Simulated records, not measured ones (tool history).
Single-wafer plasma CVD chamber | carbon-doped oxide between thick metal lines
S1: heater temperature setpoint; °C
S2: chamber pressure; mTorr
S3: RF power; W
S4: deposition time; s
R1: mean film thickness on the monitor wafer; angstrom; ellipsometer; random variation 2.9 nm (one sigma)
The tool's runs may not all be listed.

run 1 hour=0.0 | S1=360 S2=6050 S3=380 S4=281 | R1=11558
run 2 hour=7.8 | S1=360 S2=5430 S3=380 S4=281 | R1=11436
run 3 hour=16.5 | S1=360 S2=5430 S3=380 S4=290 | R1=11762
run 4 hour=20.0 | S1=360 S2=6100 S3=380 S4=290 | R1=11947
run 5 hour=24.5 | S1=360 S2=6690 S3=380 S4=290 | R1=12051
run 6 hour=26.6 | S1=360 S2=6690 S3=405 S4=290 | R1=12582
run 7 hour=30.6 | S1=361 S2=6640 S3=385 S4=289 | R1=12049
run 8 hour=32.8 | S1=362 S2=6580 S3=370 S4=288 | R1=11741

Forecast run 9:
run 9 hour=35.0 | S1=362 S2=6540 S3=360 S4=287 | R1=?

{"run 9": {"R1": 11494}}
